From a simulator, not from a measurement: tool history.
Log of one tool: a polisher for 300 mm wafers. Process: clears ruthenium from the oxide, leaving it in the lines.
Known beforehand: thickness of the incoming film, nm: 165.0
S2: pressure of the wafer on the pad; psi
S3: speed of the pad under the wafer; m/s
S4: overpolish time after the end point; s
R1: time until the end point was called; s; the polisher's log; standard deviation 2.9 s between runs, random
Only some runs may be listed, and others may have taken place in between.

run 1 hour=0 | flow_of_slurry_(ml/min)=225 S2=2.3 S3=1.1 S4=41 | R1=111.72
run 2 hour=5 | flow_of_slurry_(ml/min)=225 S2=2 S3=1.08 S4=41 | R1=131.47
run 3 hour=6.3 | flow_of_slurry_(ml/min)=225 S2=2.4 S3=1.08 S4=41 | R1=110
run 4 hour=7.8 | flow_of_slurry_(ml/min)=225 S2=2.1 S3=1.06 S4=41 | R1=126.98
run 5 hour=9.7 | flow_of_slurry_(ml/min)=225 S2=2.1 S3=1.06 S4=44 | R1=126.4
run 6 hour=17.2 | flow_of_slurry_(ml/min)=225 S2=1.8 S3=1.04 S4=44 | R1=149.34

Predict the results of run 7:
run 7 hour=21.5 | flow_of_slurry_(ml/min)=225 S2=1.6 S3=1.04 S4=44 | R1=?

R1: 163.04 s

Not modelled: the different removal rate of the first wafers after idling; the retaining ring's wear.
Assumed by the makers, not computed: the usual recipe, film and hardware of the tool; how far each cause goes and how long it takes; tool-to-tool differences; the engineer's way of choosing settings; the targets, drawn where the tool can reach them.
